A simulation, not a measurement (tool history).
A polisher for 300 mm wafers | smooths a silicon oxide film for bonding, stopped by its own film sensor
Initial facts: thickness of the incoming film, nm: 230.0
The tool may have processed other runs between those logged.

run,hour,flow of slurry (ml/min),pressure of the wafer on the pad (psi),speed of the pad under the wafer (cm/s),abrasive content of the slurry,target thickness at which the film sensor stops the polish (Å),time until the film sensor stopped the polish (s)
1,0.0,290,2.6,100,1.00,2070,27.412
2,2.1,290,2.6,100,1.15,2070,25.893
3,5.1,290,2.6,100,1.15,2070,24.836
4,11.2,290,2.7,100,1.15,2070,23.958
5,17.3,290,2.7,112,1.15,2070,22.418
6,26.2,290,2.7,98,1.15,2070,24.520

Run 7 is up next; what results do you expect?
# hour 26.8: worn pad replaced by a new one
7,26.8,290,2.8,98,1.15,2070,?

{"run 7": {"time until the film sensor stopped the polish (s)": 20.691}}
